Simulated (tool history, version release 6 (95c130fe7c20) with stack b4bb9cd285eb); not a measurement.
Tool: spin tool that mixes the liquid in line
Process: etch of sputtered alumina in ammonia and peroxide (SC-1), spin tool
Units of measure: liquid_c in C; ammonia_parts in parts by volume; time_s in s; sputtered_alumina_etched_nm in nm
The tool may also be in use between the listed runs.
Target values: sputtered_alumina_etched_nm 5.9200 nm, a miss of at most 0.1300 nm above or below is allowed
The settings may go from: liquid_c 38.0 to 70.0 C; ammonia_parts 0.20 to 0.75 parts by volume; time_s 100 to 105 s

| run | day | liquid_c | ammonia_parts | time_s | sputtered_alumina_etched_nm |
|---|---|---|---|---|---|
| 1 | 0.000 | 54.0 | 0.45 | 100 | 7.6838 |
| 2 | 0.142 | 54.0 | 0.45 | 105 | 8.0430 |
| 3 | 0.225 | 52.5 | 0.45 | 105 | 7.4811 |
| 4 | 0.583 | 52.5 | 0.45 | 105 | 7.4682 |
| 5 | 0.875 | 57.5 | 0.45 | 105 | 9.8012 |
| 6 | 1.125 | 55.0 | 0.45 | 105 | 8.5166 |
| 7 | 1.400 | 47.0 | 0.45 | 105 | 5.5047 |
| 8 | 1.567 | 47.5 | 0.45 | 105 | 5.7211 |

4 candidate next runs follow, results not yet known. Just one meets every target within its allowed miss. Identify it.
| A | 1.733 | 48.0 | 0.50 | 100 | ? |
| B | 1.733 | 47.0 | 0.50 | 105 | ? |
| C | 1.733 | 48.5 | 0.40 | 105 | ? |
| D | 1.733 | 47.5 | 0.35 | 105 | ? |

| move | sputtered_alumina_etched_nm |
|---|---|
| A | 5.5859 |
| B | 5.5459 |
| C | 5.9042 |
| D | 5.5134 |
A: further off than the last run
B: further off than the last run
C: every result lands within tolerance
D: further off than the last run
The right move is C.
